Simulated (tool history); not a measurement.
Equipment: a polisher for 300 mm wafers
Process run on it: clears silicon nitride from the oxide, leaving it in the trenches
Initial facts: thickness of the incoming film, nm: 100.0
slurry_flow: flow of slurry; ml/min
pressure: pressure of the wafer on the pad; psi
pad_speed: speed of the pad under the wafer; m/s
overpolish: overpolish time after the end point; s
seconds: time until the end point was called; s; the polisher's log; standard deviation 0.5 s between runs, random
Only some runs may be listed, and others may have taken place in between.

| run | hour | slurry_flow | pressure | pad_speed | overpolish | seconds |
|---|---|---|---|---|---|---|
| 1 | 0 | 310 | 2.9 | 0.8 | 38 | 117.04 |
| 2 | 4.9 | 310 | 3.1 | 0.82 | 38 | 104.69 |
| 3 | 7.6 | 310 | 3.3 | 0.82 | 38 | 100.86 |
| 4 | 15.8 | 310 | 3.3 | 0.82 | 41 | 99.529 |
| 5 | 24.8 | 310 | 2.9 | 0.82 | 41 | 113.06 |
| 6 | 29 | 310 | 3.1 | 0.84 | 41 | 105.7 |

Forecast run 7:
| 7 | 30.9 | 310 | 3.3 | 0.86 | 41 | ? |

{"run 7": {"seconds": 95.435}}
